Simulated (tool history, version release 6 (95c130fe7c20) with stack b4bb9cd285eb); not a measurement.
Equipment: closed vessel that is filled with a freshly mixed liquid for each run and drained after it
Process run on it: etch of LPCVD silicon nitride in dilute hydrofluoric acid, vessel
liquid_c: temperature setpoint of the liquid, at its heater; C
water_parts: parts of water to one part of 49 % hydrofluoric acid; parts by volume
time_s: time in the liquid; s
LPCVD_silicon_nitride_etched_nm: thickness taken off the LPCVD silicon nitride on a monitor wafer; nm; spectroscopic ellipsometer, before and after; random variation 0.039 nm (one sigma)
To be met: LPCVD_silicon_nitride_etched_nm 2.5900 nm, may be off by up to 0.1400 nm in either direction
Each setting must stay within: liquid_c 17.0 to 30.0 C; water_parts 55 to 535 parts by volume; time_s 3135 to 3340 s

run  hour  liquid_c  water_parts  time_s  LPCVD_silicon_nitride_etched_nm
  1   0.0      22.0          295    3135                           3.8279
  2   8.0      22.0          295    3135                           3.8954
  3  11.9      21.5          300    3135                           3.6842
  4  15.9      21.5          300    3340                           4.0969
  5  18.6      19.0          300    3340                           3.4330
  6  19.8      22.5          300    3340                           4.2071
  7  20.9      22.0          310    3335                           3.9179
  8  22.5      21.5          315    3335                           3.7487

Pick the move, out of 4, that brings all results within their allowed miss; only one does.
  A  24.1      23.5          185    3340                                ?
  B  24.1      23.0          465    3135                                ?
  C  24.1      20.0          220    3340                                ?
  D  24.1      23.5          205    3340                                ?

move  LPCVD_silicon_nitride_etched_nm
   A                           7.3242
   B                           2.6872
   C                           4.9315
   D                           6.6180
A: misses by more than the last run did
B: all results land within tolerance of their targets
C: misses by more than the last run did
D: misses by more than the last run did
B meets every target.

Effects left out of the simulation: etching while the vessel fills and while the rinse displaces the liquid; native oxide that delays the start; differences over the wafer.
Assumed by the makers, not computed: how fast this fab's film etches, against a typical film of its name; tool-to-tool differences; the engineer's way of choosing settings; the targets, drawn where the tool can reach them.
